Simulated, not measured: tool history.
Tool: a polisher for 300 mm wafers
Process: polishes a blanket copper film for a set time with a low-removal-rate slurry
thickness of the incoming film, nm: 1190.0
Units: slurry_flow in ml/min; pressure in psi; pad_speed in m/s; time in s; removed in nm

{"run": 1, "day": 0.0, "slurry_flow": 220, "pressure": 3, "pad_speed": 1.32, "slurry_solids": 1, "time": 51, "removed": 192.49}
{"run": 2, "day": 0.238, "slurry_flow": 220, "pressure": 2.6, "pad_speed": 1.32, "slurry_solids": 1, "time": 51, "removed": 175.89}
{"run": 3, "day": 0.567, "slurry_flow": 220, "pressure": 2.6, "pad_speed": 1.32, "slurry_solids": 1, "time": 51, "removed": 176.47}
{"run": 4, "day": 0.633, "slurry_flow": 215, "pressure": 2.3, "pad_speed": 1.28, "slurry_solids": 1, "time": 51, "removed": 158.5}
{"run": 5, "day": 0.958, "slurry_flow": 215, "pressure": 2.3, "pad_speed": 1.46, "slurry_solids": 1, "time": 51, "removed": 177.93}
{"run": 6, "day": 1.233, "slurry_flow": 215, "pressure": 2.1, "pad_speed": 1.38, "slurry_solids": 1, "time": 51, "removed": 159.86}

The next listed run, before its measurement:
{"run": 7, "day": 1.258, "slurry_flow": 215, "pressure": 1.9, "pad_speed": 1.32, "slurry_solids": 1, "time": 51, "removed": "?"}

Run 7 gave removed 148.6 nm.

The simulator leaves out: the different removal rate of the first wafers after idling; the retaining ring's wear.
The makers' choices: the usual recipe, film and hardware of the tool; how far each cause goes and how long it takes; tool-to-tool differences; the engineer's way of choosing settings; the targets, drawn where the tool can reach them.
